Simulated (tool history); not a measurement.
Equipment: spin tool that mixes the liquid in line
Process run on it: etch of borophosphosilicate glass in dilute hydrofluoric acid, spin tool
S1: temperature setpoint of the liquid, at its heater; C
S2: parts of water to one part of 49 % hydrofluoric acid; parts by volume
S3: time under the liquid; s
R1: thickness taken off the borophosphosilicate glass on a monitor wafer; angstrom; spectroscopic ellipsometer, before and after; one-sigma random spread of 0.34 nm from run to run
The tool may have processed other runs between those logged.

run,day,S1,S2,S3,R1
1,0,22,50,45,326.11
2,0.042,22,35,45,476.73
3,0.342,22,35,45,476.72
4,0.521,22,35,45,473.2
5,0.6,22,50,45,323.42
6,0.717,22,50,50,360.63

Run 7, settings as shown, results not yet in. Your forecast:
7,0.954,23.5,50,50,?

R1: 381.34 angstrom

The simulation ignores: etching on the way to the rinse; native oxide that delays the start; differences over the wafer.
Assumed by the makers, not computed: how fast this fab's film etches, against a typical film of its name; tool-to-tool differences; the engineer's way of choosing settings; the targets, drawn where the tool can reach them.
